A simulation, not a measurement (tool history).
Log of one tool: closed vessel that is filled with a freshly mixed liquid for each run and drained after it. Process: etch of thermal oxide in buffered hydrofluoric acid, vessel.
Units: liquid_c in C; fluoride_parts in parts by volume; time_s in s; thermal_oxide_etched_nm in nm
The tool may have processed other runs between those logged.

run	hour	liquid_c	fluoride_parts	time_s	thermal_oxide_etched_nm
1	0.0	21.0	20.0	95	55.862
2	1.7	21.0	20.0	100	58.576
3	8.9	21.0	20.0	95	54.691
4	10.9	21.0	22.0	95	48.874
5	19.1	21.0	18.0	95	60.406
6	24.8	21.0	18.0	95	61.018
7	29.9	22.5	18.0	95	65.116
8	37.5	23.5	17.5	95	72.301
9	45.4	24.5	17.5	95	75.766

Forecast run 10:
10	47.6	25.5	17.5	95	?

Run 10 gave thermal_oxide_etched_nm 79.730 nm.
